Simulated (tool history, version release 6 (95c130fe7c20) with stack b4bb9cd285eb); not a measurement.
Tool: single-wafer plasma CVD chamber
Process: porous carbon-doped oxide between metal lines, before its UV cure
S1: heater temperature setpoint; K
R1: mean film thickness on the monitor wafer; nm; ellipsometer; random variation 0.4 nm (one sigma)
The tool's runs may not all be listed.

run 1 hour=0 | S1=593.15 RF_power_(W)=395 deposition_time_(s)=27.4 | R1=107.56
run 2 hour=6.9 | S1=598.15 RF_power_(W)=385 deposition_time_(s)=27.4 | R1=102.15
run 3 hour=7.7 | S1=602.15 RF_power_(W)=380 deposition_time_(s)=27.4 | R1=99.833
run 4 hour=12.9 | S1=602.15 RF_power_(W)=405 deposition_time_(s)=27.4 | R1=104.11
run 5 hour=17.1 | S1=602.15 RF_power_(W)=455 deposition_time_(s)=27.4 | R1=114.62
run 6 hour=17.8 | S1=605.15 RF_power_(W)=435 deposition_time_(s)=27.3 | R1=109.16
run 7 hour=19.7 | S1=607.15 RF_power_(W)=415 deposition_time_(s)=27.2 | R1=104.16

The next listed run, before its measurement:
run 8 hour=27.2 | S1=609.15 RF_power_(W)=400 deposition_time_(s)=27.2 | R1=?

{"run 8": {"R1": 99.452}}
